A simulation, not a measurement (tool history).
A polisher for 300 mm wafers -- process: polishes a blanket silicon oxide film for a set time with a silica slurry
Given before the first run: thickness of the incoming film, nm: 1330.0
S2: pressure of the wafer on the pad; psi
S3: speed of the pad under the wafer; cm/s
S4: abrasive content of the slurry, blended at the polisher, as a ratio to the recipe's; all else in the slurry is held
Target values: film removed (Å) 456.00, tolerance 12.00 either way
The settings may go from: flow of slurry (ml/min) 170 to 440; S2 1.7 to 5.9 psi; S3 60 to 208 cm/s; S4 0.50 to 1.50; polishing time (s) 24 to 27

{"run": 1, "day": 0.0, "flow of slurry (ml/min)": 280, "S2": 3.8, "S3": 134, "S4": 1.0, "polishing time (s)": 27, "film removed (Å)": 608.71}
{"run": 2, "day": 0.117, "flow of slurry (ml/min)": 280, "S2": 3.6, "S3": 134, "S4": 1.0, "polishing time (s)": 27, "film removed (Å)": 579.94}
{"run": 3, "day": 0.258, "flow of slurry (ml/min)": 280, "S2": 3.6, "S3": 134, "S4": 1.2, "polishing time (s)": 27, "film removed (Å)": 632.18}
{"run": 4, "day": 0.371, "flow of slurry (ml/min)": 280, "S2": 3.3, "S3": 134, "S4": 1.2, "polishing time (s)": 27, "film removed (Å)": 598.0}
{"day": 0.633, "done": "conditioning disc replaced and pad reconditioned"}
{"run": 5, "day": 0.633, "flow of slurry (ml/min)": 280, "S2": 3.0, "S3": 134, "S4": 1.2, "polishing time (s)": 27, "film removed (Å)": 785.4}
{"run": 6, "day": 0.933, "flow of slurry (ml/min)": 280, "S2": 3.4, "S3": 134, "S4": 1.2, "polishing time (s)": 27, "film removed (Å)": 875.49}
{"run": 7, "day": 0.992, "flow of slurry (ml/min)": 280, "S2": 3.0, "S3": 118, "S4": 1.2, "polishing time (s)": 27, "film removed (Å)": 735.69}
{"run": 8, "day": 1.071, "flow of slurry (ml/min)": 270, "S2": 2.0, "S3": 82, "S4": 1.2, "polishing time (s)": 27, "film removed (Å)": 404.04}

Below are 5 possible settings for the next run. Only one of them brings all results inside the allowed miss of their targets. Which is it?
{"run": "A", "day": 1.15, "flow of slurry (ml/min)": 290, "S2": 2.2, "S3": 84, "S4": 1.15, "polishing time (s)": 26, "film removed (Å)": "?"}
{"run": "B", "day": 1.15, "flow of slurry (ml/min)": 265, "S2": 2.0, "S3": 102, "S4": 1.35, "polishing time (s)": 27, "film removed (Å)": "?"}
{"run": "C", "day": 1.15, "flow of slurry (ml/min)": 280, "S2": 2.6, "S3": 82, "S4": 1.15, "polishing time (s)": 26, "film removed (Å)": "?"}
{"run": "D", "day": 1.15, "flow of slurry (ml/min)": 170, "S2": 2.9, "S3": 80, "S4": 1.0, "polishing time (s)": 25, "film removed (Å)": "?"}
{"run": "E", "day": 1.15, "flow of slurry (ml/min)": 335, "S2": 2.6, "S3": 74, "S4": 1.2, "polishing time (s)": 26, "film removed (Å)": "?"}

move=A film_removed_(Å)=426.64
move=B film_removed_(Å)=478.65
move=C film_removed_(Å)=492.70
move=D film_removed_(Å)=462.16
move=E film_removed_(Å)=483.72
A: closer than the last run, but not yet in spec
B: the result that was furthest off in the last run now lies on the other side of its target
C: the result that was furthest off in the last run now lies on the other side of its target
D: every result within its allowed miss
E: the result that was furthest off in the last run now lies on the other side of its target
Answer: D

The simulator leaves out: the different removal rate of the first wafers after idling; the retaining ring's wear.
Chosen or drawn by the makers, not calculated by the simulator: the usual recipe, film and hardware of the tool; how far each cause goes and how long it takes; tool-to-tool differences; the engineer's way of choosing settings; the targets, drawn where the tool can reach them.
